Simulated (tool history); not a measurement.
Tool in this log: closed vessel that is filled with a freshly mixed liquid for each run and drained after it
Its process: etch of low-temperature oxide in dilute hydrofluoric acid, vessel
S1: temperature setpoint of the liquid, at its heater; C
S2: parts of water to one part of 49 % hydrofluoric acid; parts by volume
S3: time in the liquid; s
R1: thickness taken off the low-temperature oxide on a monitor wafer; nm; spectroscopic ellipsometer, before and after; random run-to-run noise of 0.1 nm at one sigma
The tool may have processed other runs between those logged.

Run 1, hour 0: S1 25 C, S2 55 parts by volume, S3 30 s. Result: R1 9.8993 nm.
Run 2, hour 1.5: S1 25 C, S2 55 parts by volume, S3 30 s. Result: R1 10.083 nm.
Run 3, hour 9.4: S1 28.5 C, S2 55 parts by volume, S3 30 s. Result: R1 11.469 nm.
Run 4, hour 18.3: S1 29 C, S2 55 parts by volume, S3 30 s. Result: R1 11.613 nm.
Run 5, hour 20.4: S1 26.5 C, S2 55 parts by volume, S3 30 s. Result: R1 10.559 nm.
Run 6, hour 27.5: S1 27.5 C, S2 55 parts by volume, S3 30 s. Result: R1 10.994 nm.

Expected results for the next run?
Run 7, hour 29: S1 28.5 C, S2 55 parts by volume, S3 30 s. Result: R1 ?.

R1: 11.314 nm
